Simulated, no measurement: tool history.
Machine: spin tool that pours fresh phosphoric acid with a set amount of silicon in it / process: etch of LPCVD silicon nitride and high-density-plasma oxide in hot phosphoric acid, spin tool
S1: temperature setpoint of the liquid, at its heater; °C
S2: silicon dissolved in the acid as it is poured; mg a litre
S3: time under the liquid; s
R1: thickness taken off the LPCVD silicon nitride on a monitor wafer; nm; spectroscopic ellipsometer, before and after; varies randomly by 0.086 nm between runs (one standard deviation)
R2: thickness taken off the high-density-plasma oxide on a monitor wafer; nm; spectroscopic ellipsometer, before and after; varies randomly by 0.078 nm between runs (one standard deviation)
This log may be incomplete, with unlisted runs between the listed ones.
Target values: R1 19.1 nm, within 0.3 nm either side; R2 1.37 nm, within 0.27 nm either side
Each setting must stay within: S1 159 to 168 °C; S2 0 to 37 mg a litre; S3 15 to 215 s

Run 1, hour 0: S1 164 °C, S2 16 mg a litre, S3 110 s. Result: R1 10.553 nm, R2 0.50171 nm.
Run 2, hour 3.7: S1 164 °C, S2 16 mg a litre, S3 150 s. Result: R1 14.482 nm, R2 0.6424 nm.
Run 3, hour 8.9: S1 164 °C, S2 8.5 mg a litre, S3 150 s. Result: R1 14.429 nm, R2 0.71771 nm.
Run 4, hour 15.2: S1 164 °C, S2 8.5 mg a litre, S3 190 s. Result: R1 18.243 nm, R2 0.90856 nm.
Run 5, hour 23.8: S1 166 °C, S2 8.5 mg a litre, S3 190 s. Result: R1 19.454 nm, R2 1.0729 nm.
Run 6, hour 28.1: S1 166 °C, S2 17 mg a litre, S3 190 s. Result: R1 19.559 nm, R2 0.991 nm.
Run 7, hour 35.1: S1 166.5 °C, S2 12 mg a litre, S3 190 s. Result: R1 19.888 nm, R2 1.122 nm.
Run 8, hour 38.4: S1 166.5 °C, S2 8.5 mg a litre, S3 190 s. Result: R1 19.842 nm, R2 1.1876 nm.

Exercise: of the 4 proposed moves below, exactly one satisfies all targets within the stated allowed misses. Which move is it?
Run A, hour 41.7: S1 166 °C, S2 5 mg a litre, S3 200 s. Result: R1 ?, R2 ?.
Run B, hour 41.7: S1 168 °C, S2 0 mg a litre, S3 185 s. Result: R1 ?, R2 ?.
Run C, hour 41.7: S1 167 °C, S2 0 mg a litre, S3 180 s. Result: R1 ?, R2 ?.
Run D, hour 41.7: S1 168 °C, S2 24 mg a litre, S3 185 s. Result: R1 ?, R2 ?.

move      R1       R2
   A  20.733   1.1361
   B  20.467   1.3344
   C  19.278   1.2086
   D  20.467  0.75213
A: the biggest miss grows against the last run
B: the biggest miss grows against the last run
C: hits every target within its allowed miss
D: the biggest miss grows against the last run
The move that meets every target is C.

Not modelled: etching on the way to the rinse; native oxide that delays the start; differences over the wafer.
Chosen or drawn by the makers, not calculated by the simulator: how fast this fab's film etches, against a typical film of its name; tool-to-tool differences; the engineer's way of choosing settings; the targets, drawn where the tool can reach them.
